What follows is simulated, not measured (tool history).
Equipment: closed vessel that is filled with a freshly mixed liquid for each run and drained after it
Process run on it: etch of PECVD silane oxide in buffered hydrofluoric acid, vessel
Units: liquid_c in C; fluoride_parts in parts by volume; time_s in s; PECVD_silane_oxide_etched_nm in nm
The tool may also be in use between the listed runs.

{"run": 1, "hour": 0.0, "liquid_c": 22.0, "fluoride_parts": 14.5, "time_s": 30, "PECVD_silane_oxide_etched_nm": 29.26}
{"run": 2, "hour": 5.0, "liquid_c": 20.5, "fluoride_parts": 15.5, "time_s": 30, "PECVD_silane_oxide_etched_nm": 25.058}
{"run": 3, "hour": 7.0, "liquid_c": 20.5, "fluoride_parts": 11.5, "time_s": 30, "PECVD_silane_oxide_etched_nm": 33.556}
{"run": 4, "hour": 14.7, "liquid_c": 20.5, "fluoride_parts": 11.5, "time_s": 30, "PECVD_silane_oxide_etched_nm": 33.531}
{"run": 5, "hour": 17.8, "liquid_c": 20.5, "fluoride_parts": 9.5, "time_s": 30, "PECVD_silane_oxide_etched_nm": 39.798}
{"run": 6, "hour": 26.9, "liquid_c": 20.5, "fluoride_parts": 6.5, "time_s": 30, "PECVD_silane_oxide_etched_nm": 57.805}
{"run": 7, "hour": 30.2, "liquid_c": 19.5, "fluoride_parts": 9.0, "time_s": 30, "PECVD_silane_oxide_etched_nm": 38.961}
{"run": 8, "hour": 33.2, "liquid_c": 19.0, "fluoride_parts": 10.5, "time_s": 30, "PECVD_silane_oxide_etched_nm": 33.732}
{"run": 9, "hour": 36.9, "liquid_c": 18.5, "fluoride_parts": 12.0, "time_s": 30, "PECVD_silane_oxide_etched_nm": 28.677}
{"run": 10, "hour": 39.4, "liquid_c": 18.5, "fluoride_parts": 12.0, "time_s": 30, "PECVD_silane_oxide_etched_nm": 28.752}
{"run": 11, "hour": 42.3, "liquid_c": 18.0, "fluoride_parts": 13.0, "time_s": 30, "PECVD_silane_oxide_etched_nm": 25.927}
{"run": 12, "hour": 46.6, "liquid_c": 17.5, "fluoride_parts": 14.0, "time_s": 30, "PECVD_silane_oxide_etched_nm": 23.356}
{"run": 13, "hour": 48.1, "liquid_c": 17.5, "fluoride_parts": 14.5, "time_s": 30, "PECVD_silane_oxide_etched_nm": 22.545}
{"run": 14, "hour": 51.6, "liquid_c": 17.5, "fluoride_parts": 15.0, "time_s": 30, "PECVD_silane_oxide_etched_nm": 21.822}
{"run": 15, "hour": 60.0, "liquid_c": 17.5, "fluoride_parts": 15.0, "time_s": 30, "PECVD_silane_oxide_etched_nm": 21.864}

What will run 16 give?
{"run": 16, "hour": 66.3, "liquid_c": 17.5, "fluoride_parts": 15.0, "time_s": 30, "PECVD_silane_oxide_etched_nm": "?"}

Run 16 gave PECVD_silane_oxide_etched_nm 21.734 nm.

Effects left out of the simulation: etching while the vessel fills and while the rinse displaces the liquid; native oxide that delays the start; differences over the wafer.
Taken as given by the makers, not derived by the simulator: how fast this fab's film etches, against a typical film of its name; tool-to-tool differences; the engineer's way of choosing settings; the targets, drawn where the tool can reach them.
